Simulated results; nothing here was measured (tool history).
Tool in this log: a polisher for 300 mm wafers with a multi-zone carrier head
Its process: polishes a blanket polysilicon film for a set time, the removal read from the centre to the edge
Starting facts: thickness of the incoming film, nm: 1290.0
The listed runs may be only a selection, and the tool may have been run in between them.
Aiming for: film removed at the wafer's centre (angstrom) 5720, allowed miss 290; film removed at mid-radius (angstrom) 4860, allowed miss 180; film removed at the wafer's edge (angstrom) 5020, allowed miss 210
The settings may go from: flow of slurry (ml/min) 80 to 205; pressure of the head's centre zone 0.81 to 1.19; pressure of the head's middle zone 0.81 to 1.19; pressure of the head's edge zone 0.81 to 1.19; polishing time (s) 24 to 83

run  hour  flow of slurry (ml/min)  pressure of the head's centre zone  pressure of the head's middle zone  pressure of the head's edge zone  polishing time (s)  film removed at the wafer's centre (angstrom)  film removed at mid-radius (angstrom)  film removed at the wafer's edge (angstrom)
  1     0                      135                                   1                                   1                                 1                  53                                         3750.5                                 3689.1                                         3757
  2   1.4                      145                                1.05                                1.01                              1.04                  57                                         4238.4                                 4099.5                                       4145.2
  3   8.9                      155                                1.09                                   1                              1.05                  60                                         4786.1                                 4268.6                                       4461.8
  4  12.9                      155                                1.09                                   1                              1.13                  60                                           4638                                   4311                                       4617.9
  5  16.4                      165                                1.12                                1.01                              1.13                  61                                         4952.1                                   4417                                       4730.3
  6  19.1                      165                                1.12                                1.01                              1.13                  69                                         5603.2                                 4991.4                                       5193.4
  7  23.2                      165                                1.13                                1.01                              1.12                  69                                         5586.1                                 4990.8                                       5420.1
  8  28.2                      175                                1.14                                1.02                              1.08                  68                                         5758.8                                   5017                                       5127.8
  9  32.8                      175                                1.14                                1.02                              1.07                  68                                         5601.1                                 5012.7                                       5178.1

Below are 4 possible settings for the next run. Only one of them brings all results inside the allowed miss of their targets. Which is it?
  A  37.4                      145                                1.19                                1.03                              1.07                  68                                              ?                                      ?                                            ?
  B  37.4                      165                                1.13                                0.97                              1.14                  73                                              ?                                      ?                                            ?
  C  37.4                      200                                1.12                                   1                              1.11                  69                                              ?                                      ?                                            ?
  D  37.4                      170                                1.05                                0.94                              1.05                  72                                              ?                                      ?                                            ?

move  film removed at the wafer's centre (angstrom)  film removed at mid-radius (angstrom)  film removed at the wafer's edge (angstrom)
   A                                           5575                                 4911.9                                       5058.3
   B                                         5874.3                                 5131.6                                         5700
   C                                         5691.7                                 5116.2                                         5425
   D                                         5486.2                                   4960                                         5414
A: every result lands within tolerance
B: misses by more than the last run did
C: misses by more than the last run did
D: corrects the largest miss of the last run, while another result sits out of spec
So the answer is move A, the one that meets all the targets.
